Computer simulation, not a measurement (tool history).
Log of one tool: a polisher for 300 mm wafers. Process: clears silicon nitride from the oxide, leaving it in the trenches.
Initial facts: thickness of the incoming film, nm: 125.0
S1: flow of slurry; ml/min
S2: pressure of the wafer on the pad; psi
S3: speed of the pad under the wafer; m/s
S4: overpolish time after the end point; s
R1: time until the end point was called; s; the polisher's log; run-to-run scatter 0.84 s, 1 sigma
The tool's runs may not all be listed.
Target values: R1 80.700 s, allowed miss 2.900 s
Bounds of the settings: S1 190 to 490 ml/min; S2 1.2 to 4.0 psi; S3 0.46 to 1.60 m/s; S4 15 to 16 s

run 1 hour=0.0 | S1=315 S2=2.6 S3=1.02 S4=15 | R1=125.100
run 2 hour=2.6 | S1=315 S2=2.9 S3=1.02 S4=15 | R1=110.810
run 3 hour=7.4 | S1=315 S2=3.1 S3=1.02 S4=15 | R1=107.200
run 4 hour=10.3 | S1=315 S2=3.4 S3=1.02 S4=15 | R1=98.289
run 5 hour=18.2 | S1=375 S2=3.4 S3=1.02 S4=15 | R1=94.919
run 6 hour=25.2 | S1=375 S2=3.5 S3=1.02 S4=15 | R1=94.973
run 7 hour=27.3 | S1=375 S2=3.6 S3=1.02 S4=15 | R1=90.546
run 8 hour=32.1 | S1=375 S2=3.7 S3=1.02 S4=15 | R1=88.433
run 9 hour=39.9 | S1=375 S2=3.8 S3=1.02 S4=15 | R1=85.767
run 10 hour=47.9 | S1=375 S2=3.9 S3=1.02 S4=15 | R1=82.676

Of the 5 settings listed for the next run, only one would bring every result within its allowed miss of target. Which one?
run A hour=55.9 | S1=395 S2=4.0 S3=1.02 S4=15 | R1=?
run B hour=55.9 | S1=295 S2=3.4 S3=1.18 S4=16 | R1=?
run C hour=55.9 | S1=405 S2=3.8 S3=1.00 S4=16 | R1=?
run D hour=55.9 | S1=380 S2=3.3 S3=1.12 S4=15 | R1=?
run E hour=55.9 | S1=390 S2=4.0 S3=0.96 S4=16 | R1=?

move=A R1=80.554
move=B R1=85.465
move=C R1=85.956
move=D R1=90.005
move=E R1=84.826
A: every result within its allowed miss
B: the biggest miss grows against the last run
C: the biggest miss grows against the last run
D: the biggest miss grows against the last run
E: the biggest miss grows against the last run
Go with A: it meets all targets.

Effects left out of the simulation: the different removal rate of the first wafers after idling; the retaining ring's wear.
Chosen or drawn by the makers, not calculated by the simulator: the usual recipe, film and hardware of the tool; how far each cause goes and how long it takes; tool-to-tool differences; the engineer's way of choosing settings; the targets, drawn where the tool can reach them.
